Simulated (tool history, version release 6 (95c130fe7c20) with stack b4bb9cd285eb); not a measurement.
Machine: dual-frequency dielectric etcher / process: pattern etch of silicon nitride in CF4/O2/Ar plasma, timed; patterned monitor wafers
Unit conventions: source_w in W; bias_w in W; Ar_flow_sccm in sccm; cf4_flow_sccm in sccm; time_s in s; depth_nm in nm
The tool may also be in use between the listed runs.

{"run": 1, "hour": 0.0, "source_w": 490, "bias_w": 40, "Ar_flow_sccm": 136, "cf4_flow_sccm": 128, "time_s": 83.5, "depth_nm": 142.08}
{"run": 2, "hour": 6.5, "source_w": 440, "bias_w": 38, "Ar_flow_sccm": 138, "cf4_flow_sccm": 127, "time_s": 83.5, "depth_nm": 122.71}
{"run": 3, "hour": 7.5, "source_w": 440, "bias_w": 44, "Ar_flow_sccm": 138, "cf4_flow_sccm": 127, "time_s": 83.5, "depth_nm": 133.33}
{"run": 4, "hour": 12.1, "source_w": 440, "bias_w": 37, "Ar_flow_sccm": 138, "cf4_flow_sccm": 127, "time_s": 83.5, "depth_nm": 120.25}
{"run": 5, "hour": 15.1, "source_w": 440, "bias_w": 37, "Ar_flow_sccm": 138, "cf4_flow_sccm": 142, "time_s": 83.5, "depth_nm": 121.76}
{"run": 6, "hour": 18.5, "source_w": 440, "bias_w": 37, "Ar_flow_sccm": 138, "cf4_flow_sccm": 163, "time_s": 83.5, "depth_nm": 123.68}
{"run": 7, "hour": 22.0, "source_w": 410, "bias_w": 37, "Ar_flow_sccm": 138, "cf4_flow_sccm": 163, "time_s": 83.5, "depth_nm": 114.36}

What will run 8 give?
{"run": 8, "hour": 26.3, "source_w": 390, "bias_w": 37, "Ar_flow_sccm": 138, "cf4_flow_sccm": 163, "time_s": 83.5, "depth_nm": "?"}

depth_nm: 108.63 nm
